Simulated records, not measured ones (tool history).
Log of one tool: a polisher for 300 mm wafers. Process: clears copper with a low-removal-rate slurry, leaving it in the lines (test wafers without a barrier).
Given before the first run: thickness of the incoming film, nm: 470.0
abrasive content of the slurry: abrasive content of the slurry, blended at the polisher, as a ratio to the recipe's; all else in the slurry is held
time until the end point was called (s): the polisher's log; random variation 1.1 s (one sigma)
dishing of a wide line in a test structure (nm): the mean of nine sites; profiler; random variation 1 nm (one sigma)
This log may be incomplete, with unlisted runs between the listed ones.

run,hour,flow of slurry (ml/min),pressure of the wafer on the pad (kPa),speed of the pad under the wafer (m/s),abrasive content of the slurry,overpolish time after the end point (s),time until the end point was called (s),dishing of a wide line in a test structure (nm)
1,0,135,27.6,0.92,1,29,104.77,69.993
2,8.1,135,27.6,1.12,1,29,89.474,76.755
3,15.9,130,26.2,1.12,1,28,94.351,70.009
4,20.4,130,26.2,1.12,1,20,94.386,58.144
5,27.3,125,24.8,1.12,1,21,100.74,59.85
6,29.1,125,24.8,1.3,1,21,89.148,62.354
7,37.6,120,23.4,1.3,1,21,96.002,56.833
8,44.2,115,22.8,1.3,1,22,100.05,59.434
9,52.6,95,15.9,1.3,1,18,149.2,38.576
10,55,100,15.9,1.3,1,19,145.71,39.491
11,62.4,100,15.9,1.3,1,19,145.12,39.38
12,65.5,105,15.9,1.3,1,20,142.86,41.992

What will run 13 give?
13,72,140,17.2,1.3,1,23,?,?

time until the end point was called (s): 122.51
dishing of a wide line in a test structure (nm): 51.553
